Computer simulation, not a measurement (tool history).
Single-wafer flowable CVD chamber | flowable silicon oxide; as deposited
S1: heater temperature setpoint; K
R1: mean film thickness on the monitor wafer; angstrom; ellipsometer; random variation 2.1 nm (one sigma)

{"run": 1, "day": 0.0, "S1": 383.15, "chamber pressure (Torr)": 0.922, "RF power (kW)": 2.575, "deposition time (s)": 623, "R1": 3671.7}
{"run": 2, "day": 0.312, "S1": 383.15, "chamber pressure (Torr)": 0.922, "RF power (kW)": 2.93, "deposition time (s)": 623, "R1": 3711.5}
{"run": 3, "day": 0.554, "S1": 390.15, "chamber pressure (Torr)": 0.922, "RF power (kW)": 2.93, "deposition time (s)": 623, "R1": 2923.9}
{"run": 4, "day": 0.629, "S1": 387.15, "chamber pressure (Torr)": 0.922, "RF power (kW)": 2.93, "deposition time (s)": 623, "R1": 3249.5}
{"run": 5, "day": 0.958, "S1": 387.15, "chamber pressure (Torr)": 0.775, "RF power (kW)": 2.93, "deposition time (s)": 623, "R1": 2706.5}
{"run": 6, "day": 1.096, "S1": 378.15, "chamber pressure (Torr)": 0.775, "RF power (kW)": 2.93, "deposition time (s)": 623, "R1": 3748.7}

The next listed run, before its measurement:
{"run": 7, "day": 1.154, "S1": 377.15, "chamber pressure (Torr)": 0.775, "RF power (kW)": 2.93, "deposition time (s)": 623, "R1": "?"}

R1: 3936 angstrom

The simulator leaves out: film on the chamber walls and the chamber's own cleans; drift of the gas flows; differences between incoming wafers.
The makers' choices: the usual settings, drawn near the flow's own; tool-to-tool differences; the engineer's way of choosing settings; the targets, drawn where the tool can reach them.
